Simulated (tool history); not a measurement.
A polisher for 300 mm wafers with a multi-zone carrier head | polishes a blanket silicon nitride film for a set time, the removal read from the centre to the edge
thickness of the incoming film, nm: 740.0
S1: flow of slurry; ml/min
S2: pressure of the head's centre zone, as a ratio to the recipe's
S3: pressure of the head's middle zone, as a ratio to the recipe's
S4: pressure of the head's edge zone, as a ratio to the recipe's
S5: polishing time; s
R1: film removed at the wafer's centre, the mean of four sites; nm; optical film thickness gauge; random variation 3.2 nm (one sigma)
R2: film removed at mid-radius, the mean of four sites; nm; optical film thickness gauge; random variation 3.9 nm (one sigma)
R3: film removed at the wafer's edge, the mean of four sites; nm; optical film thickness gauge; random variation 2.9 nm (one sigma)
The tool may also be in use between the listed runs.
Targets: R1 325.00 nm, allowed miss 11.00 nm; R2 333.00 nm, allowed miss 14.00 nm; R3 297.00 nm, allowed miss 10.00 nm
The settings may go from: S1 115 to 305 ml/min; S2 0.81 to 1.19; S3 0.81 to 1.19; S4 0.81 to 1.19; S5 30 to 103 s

| run | hour | S1 | S2 | S3 | S4 | S5 | R1 | R2 | R3 |
|---|---|---|---|---|---|---|---|---|---|
| 1 | 0.0 | 195 | 1.00 | 1.00 | 1.00 | 66 | 200.09 | 194.66 | 200.34 |
| 2 | 5.9 | 155 | 1.00 | 1.00 | 1.00 | 66 | 187.30 | 180.32 | 197.89 |
| 3 | 6.9 | 185 | 1.00 | 1.00 | 1.00 | 66 | 198.48 | 193.63 | 200.29 |
| 4 | 9.4 | 150 | 1.00 | 1.00 | 1.00 | 66 | 184.95 | 181.95 | 196.45 |
| 5 | 11.7 | 150 | 1.00 | 1.00 | 1.00 | 80 | 230.33 | 224.32 | 236.56 |
| 6 | 19.8 | 150 | 1.00 | 0.97 | 1.00 | 80 | 225.07 | 214.58 | 235.11 |
| 7 | 20.6 | 180 | 1.02 | 1.03 | 1.05 | 82 | 243.59 | 239.91 | 252.10 |
| 8 | 24.9 | 210 | 1.04 | 1.07 | 1.06 | 85 | 270.28 | 268.40 | 267.83 |
| 9 | 32.1 | 230 | 1.06 | 1.10 | 1.07 | 87 | 285.35 | 287.62 | 281.94 |
| 10 | 34.5 | 250 | 1.08 | 1.13 | 1.06 | 88 | 300.04 | 294.75 | 289.02 |
| 11 | 39.2 | 250 | 1.08 | 1.13 | 1.06 | 88 | 298.16 | 305.87 | 288.83 |
| 12 | 48.1 | 260 | 1.10 | 1.15 | 1.05 | 88 | 304.07 | 302.85 | 279.67 |
| 13 | 51.1 | 270 | 1.10 | 1.16 | 1.05 | 89 | 316.97 | 317.93 | 289.83 |

4 next moves are on the table. One of them brings every result within its allowed miss. Which?
| A | 54.1 | 305 | 1.07 | 1.19 | 0.90 | 91 | ? | ? | ? |
| B | 54.1 | 230 | 1.06 | 1.19 | 1.08 | 90 | ? | ? | ? |
| C | 54.1 | 245 | 1.10 | 1.19 | 1.10 | 87 | ? | ? | ? |
| D | 54.1 | 265 | 1.05 | 1.13 | 0.94 | 95 | ? | ? | ? |

| move | R1 | R2 | R3 |
|---|---|---|---|
| A | 316.17 | 338.82 | 276.12 |
| B | 294.60 | 320.34 | 288.43 |
| C | 299.27 | 313.01 | 283.65 |
| D | 316.23 | 331.27 | 289.84 |
A: brings the result that was furthest off to its target, and leaves another outside
B: brings the result that was furthest off to its target, and leaves another outside
C: further off than the last run
D: meets every target
Answer: D
